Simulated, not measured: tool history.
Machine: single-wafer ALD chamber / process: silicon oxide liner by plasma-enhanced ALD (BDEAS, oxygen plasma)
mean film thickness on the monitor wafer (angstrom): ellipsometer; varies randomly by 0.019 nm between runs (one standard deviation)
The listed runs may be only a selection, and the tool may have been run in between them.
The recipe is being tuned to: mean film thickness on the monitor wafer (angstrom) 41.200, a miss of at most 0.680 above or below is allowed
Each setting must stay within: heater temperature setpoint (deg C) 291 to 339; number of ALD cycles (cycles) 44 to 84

| run | hour | heater temperature setpoint (deg C) | number of ALD cycles (cycles) | mean film thickness on the monitor wafer (angstrom) |
|---|---|---|---|---|
| 1 | 0.0 | 315 | 64 | 56.035 |
| 2 | 8.2 | 319 | 64 | 55.239 |
| 3 | 12.8 | 319 | 72 | 62.278 |
| 4 | 14.8 | 322 | 64 | 55.321 |
| 5 | 20.1 | 322 | 58 | 50.262 |
| 6 | 21.5 | 322 | 65 | 56.098 |
| 7 | 26.2 | 323 | 59 | 50.726 |
| 8 | 29.9 | 325 | 55 | 47.267 |
| 9 | 32.2 | 327 | 53 | 45.582 |
| 10 | 41.2 | 329 | 51 | 43.536 |
| 11 | 44.0 | 331 | 50 | 42.685 |
| 12 | 50.8 | 332 | 50 | 42.434 |
| 13 | 53.7 | 333 | 50 | 42.791 |
| 14 | 60.9 | 333 | 47 | 40.029 |
| 15 | 62.8 | 332 | 47 | 39.980 |

Which one of the following 4 next-run settings gets every result inside its allowed miss? There is exactly one.
| A | 64.7 | 328 | 47 | ? |
| B | 64.7 | 338 | 49 | ? |
| C | 64.7 | 323 | 50 | ? |
| D | 64.7 | 338 | 47 | ? |

| move | mean film thickness on the monitor wafer (angstrom) |
|---|---|
| A | 39.861 |
| B | 40.981 |
| C | 42.699 |
| D | 39.308 |
A: misses by more than the last run did
B: in spec on every target
C: takes the biggest miss from the last run beyond its target
D: misses by more than the last run did
B meets every target.

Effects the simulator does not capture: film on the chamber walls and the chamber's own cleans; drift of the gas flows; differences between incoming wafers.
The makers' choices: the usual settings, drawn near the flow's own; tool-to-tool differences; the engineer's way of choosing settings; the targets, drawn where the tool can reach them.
